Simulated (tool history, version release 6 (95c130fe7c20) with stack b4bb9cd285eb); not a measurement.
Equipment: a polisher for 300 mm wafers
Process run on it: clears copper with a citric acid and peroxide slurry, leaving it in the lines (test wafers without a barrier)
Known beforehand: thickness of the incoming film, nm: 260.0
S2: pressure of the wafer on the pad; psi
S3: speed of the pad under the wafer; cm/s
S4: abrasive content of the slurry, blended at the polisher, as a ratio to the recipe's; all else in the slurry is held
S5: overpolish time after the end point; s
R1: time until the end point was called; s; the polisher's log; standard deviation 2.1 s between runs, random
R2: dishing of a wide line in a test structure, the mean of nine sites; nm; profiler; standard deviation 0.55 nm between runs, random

Run 1, hour 0.0: flow of slurry (ml/min) 225, S2 2.3 psi, S3 110 cm/s, S4 1.00, S5 11 s. Result: R1 120.13 s, R2 18.305 nm.
Run 2, hour 4.2: flow of slurry (ml/min) 225, S2 2.3 psi, S3 122 cm/s, S4 1.00, S5 11 s. Result: R1 111.75 s, R2 20.188 nm.
Run 3, hour 7.1: flow of slurry (ml/min) 225, S2 2.3 psi, S3 122 cm/s, S4 1.00, S5 12 s. Result: R1 111.29 s, R2 22.006 nm.
Run 4, hour 9.0: flow of slurry (ml/min) 250, S2 2.3 psi, S3 122 cm/s, S4 1.00, S5 12 s. Result: R1 114.56 s, R2 22.172 nm.
Run 5, hour 17.9: flow of slurry (ml/min) 255, S2 2.3 psi, S3 122 cm/s, S4 1.00, S5 13 s. Result: R1 109.49 s, R2 24.155 nm.
Run 6, hour 19.5: flow of slurry (ml/min) 255, S2 2.3 psi, S3 122 cm/s, S4 0.90, S5 13 s. Result: R1 109.30 s, R2 23.078 nm.
Run 7, hour 25.3: flow of slurry (ml/min) 255, S2 2.3 psi, S3 122 cm/s, S4 0.95, S5 13 s. Result: R1 110.66 s, R2 23.192 nm.

Run 8 has not been measured yet. What should we expect?
Run 8, hour 26.8: flow of slurry (ml/min) 255, S2 2.2 psi, S3 122 cm/s, S4 1.00, S5 14 s. Result: R1 ?, R2 ?.

Run 8 measured R1 115.27 s, R2 24.619 nm.
